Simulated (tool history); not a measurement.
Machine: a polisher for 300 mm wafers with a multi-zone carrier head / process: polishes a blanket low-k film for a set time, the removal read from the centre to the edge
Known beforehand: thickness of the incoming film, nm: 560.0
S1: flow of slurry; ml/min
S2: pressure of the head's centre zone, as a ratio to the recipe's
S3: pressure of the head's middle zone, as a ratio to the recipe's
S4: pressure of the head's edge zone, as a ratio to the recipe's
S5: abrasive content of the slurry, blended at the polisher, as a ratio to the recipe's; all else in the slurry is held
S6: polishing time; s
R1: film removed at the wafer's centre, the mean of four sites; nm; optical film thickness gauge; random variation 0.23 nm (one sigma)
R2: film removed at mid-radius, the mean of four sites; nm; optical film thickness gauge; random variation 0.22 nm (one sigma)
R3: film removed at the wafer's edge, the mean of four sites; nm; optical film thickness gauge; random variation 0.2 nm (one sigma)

Run 1, hour 0.0: S1 215 ml/min, S2 1.00, S3 1.00, S4 1.00, S5 1.00, S6 35 s. Result: R1 19.918 nm, R2 20.194 nm, R3 20.163 nm.
Run 2, hour 4.0: S1 215 ml/min, S2 1.02, S3 0.98, S4 0.99, S5 1.00, S6 35 s. Result: R1 20.490 nm, R2 20.071 nm, R3 19.812 nm.
Run 3, hour 12.5: S1 215 ml/min, S2 1.02, S3 0.98, S4 0.99, S5 1.00, S6 42 s. Result: R1 24.599 nm, R2 23.668 nm, R3 24.059 nm.
Run 4, hour 13.7: S1 215 ml/min, S2 1.10, S3 0.98, S4 0.99, S5 1.00, S6 42 s. Result: R1 26.269 nm, R2 23.810 nm, R3 24.039 nm.
Run 5, hour 16.7: S1 210 ml/min, S2 1.08, S3 0.95, S4 0.97, S5 0.95, S6 42 s. Result: R1 25.242 nm, R2 23.014 nm, R3 23.662 nm.
Run 6, hour 20.2: S1 210 ml/min, S2 1.08, S3 0.88, S4 0.97, S5 0.95, S6 42 s. Result: R1 25.762 nm, R2 21.503 nm, R3 22.709 nm.
Run 7, hour 23.2: S1 205 ml/min, S2 1.06, S3 0.87, S4 0.96, S5 0.90, S6 42 s. Result: R1 24.368 nm, R2 21.061 nm, R3 22.149 nm.
Run 8, hour 29.3: S1 185 ml/min, S2 1.06, S3 0.81, S4 0.90, S5 0.65, S6 41 s. Result: R1 20.821 nm, R2 17.233 nm, R3 19.043 nm.
Run 9, hour 36.7: S1 190 ml/min, S2 1.06, S3 0.82, S4 0.90, S5 0.65, S6 41 s. Result: R1 20.772 nm, R2 17.261 nm, R3 18.913 nm.
At hour 44.1: worn pad replaced by a new one.
Run 10, hour 44.1: S1 195 ml/min, S2 1.06, S3 0.83, S4 0.90, S5 0.65, S6 41 s. Result: R1 23.446 nm, R2 19.398 nm, R3 21.332 nm.
Run 11, hour 46.0: S1 190 ml/min, S2 1.06, S3 0.83, S4 0.90, S5 0.70, S6 41 s. Result: R1 24.154 nm, R2 20.047 nm, R3 21.724 nm.
Run 12, hour 51.6: S1 190 ml/min, S2 1.06, S3 0.83, S4 0.90, S5 0.70, S6 41 s. Result: R1 24.090 nm, R2 20.001 nm, R3 21.657 nm.
Run 13, hour 60.6: S1 190 ml/min, S2 1.06, S3 0.83, S4 0.90, S5 0.70, S6 41 s. Result: R1 23.940 nm, R2 19.871 nm, R3 21.740 nm.
Run 14, hour 64.6: S1 200 ml/min, S2 1.06, S3 0.84, S4 0.91, S5 0.70, S6 41 s. Result: R1 23.909 nm, R2 20.234 nm, R3 22.066 nm.
Run 15, hour 66.6: S1 190 ml/min, S2 1.06, S3 0.85, S4 0.91, S5 0.70, S6 41 s. Result: R1 24.109 nm, R2 20.212 nm, R3 22.071 nm.
Run 16, hour 68.7: S1 205 ml/min, S2 1.05, S3 0.84, S4 0.91, S5 0.70, S6 41 s. Result: R1 23.919 nm, R2 20.734 nm, R3 22.366 nm.
Run 17, hour 72.9: S1 195 ml/min, S2 1.05, S3 0.85, S4 0.91, S5 0.70, S6 41 s. Result: R1 23.957 nm, R2 20.241 nm, R3 22.279 nm.
Run 18, hour 79.7: S1 185 ml/min, S2 1.05, S3 0.85, S4 0.92, S5 0.75, S6 41 s. Result: R1 24.482 nm, R2 21.039 nm, R3 22.568 nm.
Run 19, hour 87.7: S1 200 ml/min, S2 1.06, S3 0.86, S4 0.92, S5 0.75, S6 41 s. Result: R1 24.793 nm, R2 21.115 nm, R3 23.169 nm.

What will run 20 give?
Run 20, hour 91.8: S1 190 ml/min, S2 1.06, S3 0.86, S4 0.92, S5 0.75, S6 41 s. Result: R1 ?, R2 ?, R3 ?.

{"run 20": {"R1": 24.426, "R2": 20.798, "R3": 22.459}}
